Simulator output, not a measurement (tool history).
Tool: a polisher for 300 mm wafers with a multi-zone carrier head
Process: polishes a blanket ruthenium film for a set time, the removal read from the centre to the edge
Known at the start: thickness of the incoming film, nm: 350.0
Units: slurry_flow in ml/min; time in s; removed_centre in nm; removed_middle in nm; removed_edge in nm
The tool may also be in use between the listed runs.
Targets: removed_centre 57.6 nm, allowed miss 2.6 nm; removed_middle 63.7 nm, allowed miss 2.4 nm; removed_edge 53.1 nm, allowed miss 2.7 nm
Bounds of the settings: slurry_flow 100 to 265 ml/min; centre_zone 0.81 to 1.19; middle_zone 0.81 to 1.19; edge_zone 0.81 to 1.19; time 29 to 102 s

{"run": 1, "hour": 0.0, "slurry_flow": 170, "centre_zone": 1, "middle_zone": 1, "edge_zone": 1, "time": 65, "removed_centre": 78.001, "removed_middle": 75.924, "removed_edge": 76.304}
{"run": 2, "hour": 3.8, "slurry_flow": 170, "centre_zone": 1, "middle_zone": 1.01, "edge_zone": 0.98, "time": 63, "removed_centre": 73.592, "removed_middle": 75.448, "removed_edge": 71.044}
{"run": 3, "hour": 11.7, "slurry_flow": 170, "centre_zone": 1, "middle_zone": 1.01, "edge_zone": 0.98, "time": 50, "removed_centre": 58.917, "removed_middle": 60.776, "removed_edge": 57.199}
{"run": 4, "hour": 16.0, "slurry_flow": 170, "centre_zone": 1.03, "middle_zone": 1.01, "edge_zone": 0.98, "time": 50, "removed_centre": 61.257, "removed_middle": 59.656, "removed_edge": 58.397}
{"run": 5, "hour": 25.0, "slurry_flow": 170, "centre_zone": 1.03, "middle_zone": 1.02, "edge_zone": 0.97, "time": 50, "removed_centre": 63.48, "removed_middle": 61.595, "removed_edge": 55.857}
{"run": 6, "hour": 27.9, "slurry_flow": 170, "centre_zone": 0.95, "middle_zone": 1.02, "edge_zone": 0.97, "time": 50, "removed_centre": 58.313, "removed_middle": 61.247, "removed_edge": 57.139}
{"run": 7, "hour": 29.9, "slurry_flow": 170, "centre_zone": 0.95, "middle_zone": 1.02, "edge_zone": 0.97, "time": 50, "removed_centre": 58.215, "removed_middle": 60.163, "removed_edge": 59.5}
{"run": 8, "hour": 34.4, "slurry_flow": 170, "centre_zone": 0.95, "middle_zone": 1.03, "edge_zone": 0.96, "time": 50, "removed_centre": 56.923, "removed_middle": 61.886, "removed_edge": 56.959}
{"run": 9, "hour": 40.4, "slurry_flow": 170, "centre_zone": 0.95, "middle_zone": 1.03, "edge_zone": 0.95, "time": 50, "removed_centre": 57.073, "removed_middle": 61.692, "removed_edge": 56.25}
{"run": 10, "hour": 48.0, "slurry_flow": 175, "centre_zone": 0.96, "middle_zone": 1.05, "edge_zone": 0.93, "time": 50, "removed_centre": 58.253, "removed_middle": 61.905, "removed_edge": 57.158}
{"run": 11, "hour": 52.3, "slurry_flow": 170, "centre_zone": 0.96, "middle_zone": 1.06, "edge_zone": 0.92, "time": 50, "removed_centre": 58.006, "removed_middle": 62.546, "removed_edge": 56.375}
{"run": 12, "hour": 58.8, "slurry_flow": 170, "centre_zone": 0.96, "middle_zone": 1.07, "edge_zone": 0.91, "time": 50, "removed_centre": 56.105, "removed_middle": 63.574, "removed_edge": 56.664}
{"run": 13, "hour": 66.7, "slurry_flow": 170, "centre_zone": 0.97, "middle_zone": 1.07, "edge_zone": 0.9, "time": 50, "removed_centre": 57.547, "removed_middle": 62.691, "removed_edge": 55.238}

Which of these 4 next moves meets every target?
{"run": "A", "hour": 74.6, "slurry_flow": 210, "centre_zone": 0.95, "middle_zone": 1.08, "edge_zone": 0.82, "time": 48, "removed_centre": "?", "removed_middle": "?", "removed_edge": "?"}
{"run": "B", "hour": 74.6, "slurry_flow": 210, "centre_zone": 0.95, "middle_zone": 1.03, "edge_zone": 0.98, "time": 49, "removed_centre": "?", "removed_middle": "?", "removed_edge": "?"}
{"run": "C", "hour": 74.6, "slurry_flow": 125, "centre_zone": 1.1, "middle_zone": 1.03, "edge_zone": 0.81, "time": 52, "removed_centre": "?", "removed_middle": "?", "removed_edge": "?"}
{"run": "D", "hour": 74.6, "slurry_flow": 140, "centre_zone": 0.91, "middle_zone": 1.03, "edge_zone": 0.94, "time": 55, "removed_centre": "?", "removed_middle": "?", "removed_edge": "?"}

move=A removed_centre=57.095 removed_middle=63.724 removed_edge=52.332
move=B removed_centre=58.264 removed_middle=62.465 removed_edge=58.006
move=C removed_centre=63.379 removed_middle=60.156 removed_edge=52.621
move=D removed_centre=58.074 removed_middle=65.335 removed_edge=60.624
A: meets every target
B: further off than the last run
C: brings the result that was furthest off to its target, and leaves another outside
D: further off than the last run
Answer: A
